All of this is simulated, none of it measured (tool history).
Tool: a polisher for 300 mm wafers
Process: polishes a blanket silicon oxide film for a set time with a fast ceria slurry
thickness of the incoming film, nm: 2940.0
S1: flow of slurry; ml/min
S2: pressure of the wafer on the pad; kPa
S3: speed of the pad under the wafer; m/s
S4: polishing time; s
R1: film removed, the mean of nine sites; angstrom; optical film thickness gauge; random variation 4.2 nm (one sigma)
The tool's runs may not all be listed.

| run | hour | S1 | S2 | S3 | S4 | R1 |
|---|---|---|---|---|---|---|
| 1 | 0.0 | 265 | 14.5 | 0.90 | 50 | 4786.1 |
| 2 | 1.5 | 265 | 14.5 | 0.90 | 45 | 4353.2 |
| 3 | 3.1 | 265 | 17.2 | 0.90 | 45 | 5111.3 |
| 4 | 11.0 | 265 | 15.9 | 0.90 | 45 | 4775.4 |
| 5 | 19.0 | 265 | 15.9 | 0.90 | 45 | 4764.5 |
| 6 | 21.2 | 265 | 15.9 | 0.90 | 50 | 5167.8 |

Forecast run 7:
| 7 | 26.2 | 265 | 14.5 | 0.90 | 50 | ? |

{"run 7": {"R1": 4820.7}}
